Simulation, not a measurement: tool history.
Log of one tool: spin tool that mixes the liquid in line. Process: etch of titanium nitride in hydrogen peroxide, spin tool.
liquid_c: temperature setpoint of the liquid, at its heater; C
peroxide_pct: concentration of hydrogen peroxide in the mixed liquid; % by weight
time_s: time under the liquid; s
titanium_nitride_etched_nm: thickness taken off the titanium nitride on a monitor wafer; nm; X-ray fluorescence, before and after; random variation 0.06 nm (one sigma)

run 1 hour=0 | liquid_c=51 peroxide_pct=18 time_s=305 | titanium_nitride_etched_nm=9.7392
run 2 hour=8.2 | liquid_c=51 peroxide_pct=14 time_s=305 | titanium_nitride_etched_nm=9.234
run 3 hour=16.5 | liquid_c=51.5 peroxide_pct=14 time_s=305 | titanium_nitride_etched_nm=9.5791
run 4 hour=23 | liquid_c=51.5 peroxide_pct=12 time_s=305 | titanium_nitride_etched_nm=9.2445
run 5 hour=25.1 | liquid_c=51.5 peroxide_pct=14 time_s=305 | titanium_nitride_etched_nm=9.576
run 6 hour=31.5 | liquid_c=51.5 peroxide_pct=14 time_s=325 | titanium_nitride_etched_nm=10.176

Forecast run 7:
run 7 hour=33.9 | liquid_c=52 peroxide_pct=14 time_s=325 | titanium_nitride_etched_nm=?

titanium_nitride_etched_nm: 10.65 nm
